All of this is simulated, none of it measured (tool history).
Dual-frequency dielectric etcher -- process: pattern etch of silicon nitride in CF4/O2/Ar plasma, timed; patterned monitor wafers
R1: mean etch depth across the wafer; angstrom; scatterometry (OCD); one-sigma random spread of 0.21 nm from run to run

run 1 hour=0 | source_power_(W)=400 bias_power_(W)=67 Ar_flow_(sccm)=114 CF4_flow_(sccm)=110 etch_time_(s)=19 | R1=371.85
run 2 hour=8.2 | source_power_(W)=400 bias_power_(W)=58 Ar_flow_(sccm)=114 CF4_flow_(sccm)=110 etch_time_(s)=19 | R1=355.22
run 3 hour=9.8 | source_power_(W)=400 bias_power_(W)=58 Ar_flow_(sccm)=107 CF4_flow_(sccm)=110 etch_time_(s)=19 | R1=355.01
run 4 hour=14.7 | source_power_(W)=390 bias_power_(W)=58 Ar_flow_(sccm)=107 CF4_flow_(sccm)=110 etch_time_(s)=19 | R1=349.3
run 5 hour=19.5 | source_power_(W)=380 bias_power_(W)=58 Ar_flow_(sccm)=107 CF4_flow_(sccm)=110 etch_time_(s)=19 | R1=344.84
run 6 hour=27.9 | source_power_(W)=380 bias_power_(W)=58 Ar_flow_(sccm)=107 CF4_flow_(sccm)=94 etch_time_(s)=19 | R1=337.39

What does the tool deliver on the next run?
run 7 hour=31 | source_power_(W)=370 bias_power_(W)=58 Ar_flow_(sccm)=107 CF4_flow_(sccm)=94 etch_time_(s)=19 | R1=?

Run 7 gave R1 328.05 angstrom.
